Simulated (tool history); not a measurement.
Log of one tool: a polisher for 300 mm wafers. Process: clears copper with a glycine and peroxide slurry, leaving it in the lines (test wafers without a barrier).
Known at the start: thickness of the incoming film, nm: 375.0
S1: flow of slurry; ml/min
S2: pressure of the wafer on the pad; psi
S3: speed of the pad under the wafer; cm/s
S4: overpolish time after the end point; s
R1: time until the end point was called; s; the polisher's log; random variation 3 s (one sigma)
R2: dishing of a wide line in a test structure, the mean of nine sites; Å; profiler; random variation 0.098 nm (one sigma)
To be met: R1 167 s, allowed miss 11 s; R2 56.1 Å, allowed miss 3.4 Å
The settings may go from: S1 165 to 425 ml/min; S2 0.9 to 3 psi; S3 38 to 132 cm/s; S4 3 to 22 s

run 1 day=0 | S1=275 S2=1.9 S3=84 S4=11 | R1=133.99 R2=241.85
run 2 day=0.329 | S1=265 S2=1.8 S3=82 S4=10 | R1=140.23 R2=215.58
run 3 day=0.554 | S1=280 S2=1.7 S3=78 S4=9 | R1=143.3 R2=181.04
run 4 day=0.929 | S1=280 S2=1.7 S3=64 S4=9 | R1=158.72 R2=165.59
run 5 day=1.288 | S1=295 S2=1.6 S3=62 S4=8 | R1=164.26 R2=147.71
run 6 day=1.646 | S1=310 S2=1.5 S3=60 S4=7 | R1=175.36 R2=123.37
run 7 day=1.804 | S1=310 S2=1.5 S3=60 S4=7 | R1=166.65 R2=121.97
run 8 day=2.183 | S1=325 S2=1.4 S3=60 S4=7 | R1=174.31 R2=121.39
run 9 day=2.317 | S1=335 S2=1.4 S3=58 S4=7 | R1=175.49 R2=125.64
run 10 day=2.525 | S1=315 S2=1.4 S3=58 S4=7 | R1=178.09 R2=122.88
run 11 day=2.658 | S1=325 S2=1.4 S3=56 S4=7 | R1=178.1 R2=120.73
run 12 day=2.85 | S1=335 S2=1.4 S3=54 S4=7 | R1=179.44 R2=118.38

5 next moves are on the table. One of them brings every result within its allowed miss. Which?
run A day=3.042 | S1=340 S2=1.1 S3=80 S4=3 | R1=? R2=?
run B day=3.042 | S1=350 S2=1.7 S3=68 S4=3 | R1=? R2=?
run C day=3.042 | S1=385 S2=1.1 S3=54 S4=3 | R1=? R2=?
run D day=3.042 | S1=400 S2=2.1 S3=60 S4=3 | R1=? R2=?
run E day=3.042 | S1=360 S2=1.8 S3=72 S4=3 | R1=? R2=?

move=A R1=166.17 R2=56.123
move=B R1=150.6 R2=61.894
move=C R1=193.45 R2=48.465
move=D R1=143.39 R2=65.001
move=E R1=142.71 R2=65.218
A: meets every target
B: nearer than the last run, and not there yet
C: takes the result that was furthest off past its target
D: nearer than the last run, and not there yet
E: nearer than the last run, and not there yet
Move A is the one to make.

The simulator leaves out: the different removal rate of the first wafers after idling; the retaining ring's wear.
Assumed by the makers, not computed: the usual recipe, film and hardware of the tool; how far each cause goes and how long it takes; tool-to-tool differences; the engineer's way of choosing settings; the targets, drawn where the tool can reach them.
